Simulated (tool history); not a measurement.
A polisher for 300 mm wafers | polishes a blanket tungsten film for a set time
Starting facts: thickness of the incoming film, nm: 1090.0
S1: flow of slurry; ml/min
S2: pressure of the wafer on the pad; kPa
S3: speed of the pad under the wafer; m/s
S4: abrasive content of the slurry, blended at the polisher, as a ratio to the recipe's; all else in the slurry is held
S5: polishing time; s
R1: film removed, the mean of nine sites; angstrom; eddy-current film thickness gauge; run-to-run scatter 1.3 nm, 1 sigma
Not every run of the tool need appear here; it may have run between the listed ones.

| run | hour | S1 | S2 | S3 | S4 | S5 | R1 |
|---|---|---|---|---|---|---|---|
| 1 | 0.0 | 215 | 29.0 | 0.96 | 1.0 | 39 | 1486.4 |
| 2 | 8.6 | 175 | 29.0 | 0.96 | 1.0 | 39 | 1476.8 |
| 3 | 9.6 | 175 | 28.3 | 0.96 | 1.0 | 39 | 1466.8 |
| 4 | 15.3 | 175 | 28.3 | 0.96 | 1.2 | 39 | 1551.7 |
| 5 | 16.7 | 175 | 27.6 | 0.96 | 1.2 | 39 | 1481.2 |
| 6 | 17.8 | 145 | 27.6 | 0.96 | 1.2 | 39 | 1452.5 |
| 7 | 25.1 | 145 | 26.9 | 0.96 | 1.2 | 39 | 1433.6 |

The next listed run, before its measurement:
| 8 | 28.7 | 145 | 26.2 | 0.96 | 1.2 | 39 | ? |

{"run 8": {"R1": 1397.2}}
